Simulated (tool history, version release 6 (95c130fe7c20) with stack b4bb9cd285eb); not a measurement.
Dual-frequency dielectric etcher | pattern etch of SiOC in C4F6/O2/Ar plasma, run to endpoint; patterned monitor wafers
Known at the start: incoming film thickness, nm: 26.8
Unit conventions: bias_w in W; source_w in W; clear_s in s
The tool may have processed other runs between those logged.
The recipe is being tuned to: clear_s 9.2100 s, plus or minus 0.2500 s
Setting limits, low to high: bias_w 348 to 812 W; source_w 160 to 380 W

| run | hour | bias_w | source_w | clear_s |
|---|---|---|---|---|
| 1 | 0.0 | 580 | 270 | 10.3040 |
| 2 | 7.5 | 526 | 270 | 10.6600 |
| 3 | 9.3 | 526 | 300 | 10.3270 |
| 4 | 12.6 | 545 | 300 | 10.1710 |
| 5 | 16.6 | 561 | 300 | 10.0240 |
| 6 | 18.6 | 574 | 300 | 10.0270 |
| 7 | 19.3 | 589 | 300 | 9.7749 |
| 8 | 24.4 | 598 | 300 | 9.8703 |
| 9 | 29.6 | 598 | 300 | 9.7862 |
| 10 | 32.4 | 608 | 300 | 9.8165 |
| 11 | 38.1 | 608 | 300 | 9.8151 |
| 12 | 44.1 | 619 | 300 | 9.6252 |

5 next moves are on the table. One of them brings every result within its allowed miss. Which?
| A | 50.1 | 682 | 300 | ? |
| B | 50.1 | 624 | 260 | ? |
| C | 50.1 | 693 | 360 | ? |
| D | 50.1 | 594 | 270 | ? |
| E | 50.1 | 646 | 380 | ? |

| move | clear_s |
|---|---|
| A | 9.3617 |
| B | 10.2040 |
| C | 8.7112 |
| D | 10.2590 |
| E | 8.7767 |
A: all results land within tolerance of their targets
B: lands further from the targets than the last run did
C: takes the result that was furthest off past its target
D: lands further from the targets than the last run did
E: takes the result that was furthest off past its target
The right move is A.
